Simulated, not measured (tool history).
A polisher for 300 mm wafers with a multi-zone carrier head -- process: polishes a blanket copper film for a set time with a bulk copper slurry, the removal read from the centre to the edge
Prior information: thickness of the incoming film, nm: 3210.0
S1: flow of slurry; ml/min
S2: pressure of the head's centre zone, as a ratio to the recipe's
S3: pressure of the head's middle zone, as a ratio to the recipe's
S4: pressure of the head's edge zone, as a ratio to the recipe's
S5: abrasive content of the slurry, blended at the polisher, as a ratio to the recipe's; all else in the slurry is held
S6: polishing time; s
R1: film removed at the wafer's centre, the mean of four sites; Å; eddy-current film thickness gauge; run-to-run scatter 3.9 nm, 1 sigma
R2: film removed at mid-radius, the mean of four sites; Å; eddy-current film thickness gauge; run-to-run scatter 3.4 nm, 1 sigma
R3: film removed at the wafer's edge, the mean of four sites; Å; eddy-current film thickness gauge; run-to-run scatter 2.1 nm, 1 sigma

| run | hour | S1 | S2 | S3 | S4 | S5 | S6 | R1 | R2 | R3 |
|---|---|---|---|---|---|---|---|---|---|---|
| 1 | 0.0 | 220 | 1.00 | 1.00 | 1.00 | 1.00 | 33 | 2527.6 | 2538.7 | 2529.1 |
| 2 | 0.7 | 220 | 1.00 | 1.08 | 1.00 | 1.00 | 33 | 2601.9 | 2790.7 | 2505.1 |
| 3 | 1.6 | 225 | 1.02 | 1.07 | 1.00 | 1.00 | 33 | 2602.6 | 2813.9 | 2517.4 |
| 4 | 4.0 | 220 | 1.04 | 1.05 | 0.98 | 1.05 | 33 | 2739.1 | 2749.5 | 2484.5 |
| 5 | 7.6 | 225 | 1.05 | 1.04 | 0.99 | 1.05 | 33 | 2780.4 | 2764.9 | 2529.6 |
| 6 | 9.1 | 200 | 1.05 | 1.04 | 0.99 | 1.05 | 33 | 2698.8 | 2653.6 | 2534.1 |

Forecast run 7:
| 7 | 10.9 | 205 | 1.07 | 1.03 | 0.99 | 1.05 | 33 | ? | ? | ? |

R1: 2749.9 Å
R2: 2609.4 Å
R3: 2511.2 Å
